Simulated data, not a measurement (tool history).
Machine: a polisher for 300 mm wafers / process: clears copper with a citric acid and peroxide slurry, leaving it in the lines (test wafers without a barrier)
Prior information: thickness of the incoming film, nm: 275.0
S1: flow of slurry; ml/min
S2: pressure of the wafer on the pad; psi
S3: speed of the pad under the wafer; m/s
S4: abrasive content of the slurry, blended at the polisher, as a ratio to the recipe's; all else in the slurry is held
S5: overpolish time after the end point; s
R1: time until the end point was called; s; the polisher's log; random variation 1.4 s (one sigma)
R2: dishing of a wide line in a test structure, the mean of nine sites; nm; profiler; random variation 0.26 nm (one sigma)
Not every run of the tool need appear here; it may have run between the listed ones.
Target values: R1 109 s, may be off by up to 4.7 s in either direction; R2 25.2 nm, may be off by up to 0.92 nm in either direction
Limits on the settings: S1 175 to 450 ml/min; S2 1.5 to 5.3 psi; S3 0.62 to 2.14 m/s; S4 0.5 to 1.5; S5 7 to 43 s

run 1 hour=0 | S1=290 S2=3.4 S3=1.38 S4=1 S5=22 | R1=78.697 R2=42.475
run 2 hour=3.4 | S1=290 S2=3 S3=1.38 S4=1 S5=22 | R1=88.183 R2=39.399
run 3 hour=8.1 | S1=290 S2=3 S3=1.38 S4=0.9 S5=22 | R1=92.085 R2=38.453
run 4 hour=10.4 | S1=290 S2=2.9 S3=1.38 S4=0.9 S5=19 | R1=93.31 R2=34.771
run 5 hour=17.3 | S1=290 S2=2.9 S3=1.18 S4=0.9 S5=19 | R1=106.29 R2=32.613
run 6 hour=20.6 | S1=290 S2=3.4 S3=1.18 S4=0.9 S5=19 | R1=89.699 R2=35.741
run 7 hour=26.6 | S1=290 S2=3.3 S3=1.18 S4=0.9 S5=17 | R1=93.912 R2=32.711
run 8 hour=31.2 | S1=290 S2=2.7 S3=1.2 S4=0.9 S5=10 | R1=110.08 R2=18.807
run 9 hour=33.3 | S1=290 S2=3.2 S3=1.02 S4=0.9 S5=15 | R1=106.96 R2=27.529

Exactly one of the 4 candidate moves below puts every result within its allowed miss. Which one?
run A hour=35.4 | S1=355 S2=3.1 S3=1.18 S4=0.8 S5=12 | R1=? R2=?
run B hour=35.4 | S1=280 S2=3.4 S3=0.86 S4=0.95 S5=13 | R1=? R2=?
run C hour=35.4 | S1=255 S2=2.9 S3=1.16 S4=0.8 S5=14 | R1=? R2=?
run D hour=35.4 | S1=290 S2=3.3 S3=1.02 S4=0.8 S5=19 | R1=? R2=?

move=A R1=98.79 R2=24.058
move=B R1=110.18 R2=23.589
move=C R1=110.12 R2=24.878
move=D R1=104.57 R2=32.463
A: the result that was furthest off in the last run now lies on the other side of its target
B: the result that was furthest off in the last run now lies on the other side of its target
C: all results in spec
D: lands further from the targets than the last run did
The right move is C.
